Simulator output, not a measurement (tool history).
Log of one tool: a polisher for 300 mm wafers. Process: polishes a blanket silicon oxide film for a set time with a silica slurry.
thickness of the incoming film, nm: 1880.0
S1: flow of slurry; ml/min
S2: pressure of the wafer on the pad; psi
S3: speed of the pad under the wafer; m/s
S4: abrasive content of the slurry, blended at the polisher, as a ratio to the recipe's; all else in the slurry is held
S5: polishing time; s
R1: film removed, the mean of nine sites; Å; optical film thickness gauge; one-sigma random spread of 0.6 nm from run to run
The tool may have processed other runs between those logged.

run,hour,S1,S2,S3,S4,S5,R1
1,0,120,4.3,1.44,1,53,1667.7
2,2.8,115,3.9,1.38,1,53,1425
3,6.1,110,3.6,1.36,1,53,1273.9
4,7.5,110,2.7,1.36,1,53,984.04
5,8.5,105,2.6,1.36,1,53,935.02
6,9.3,100,2.5,1.36,1,53,878.65
7,9.9,70,2,1.36,1,53,608.23

Run 8, settings as shown, results not yet in. Your forecast:
8,17.2,100,2,1.36,1,53,?

Run 8 produced R1 712.6 Å.

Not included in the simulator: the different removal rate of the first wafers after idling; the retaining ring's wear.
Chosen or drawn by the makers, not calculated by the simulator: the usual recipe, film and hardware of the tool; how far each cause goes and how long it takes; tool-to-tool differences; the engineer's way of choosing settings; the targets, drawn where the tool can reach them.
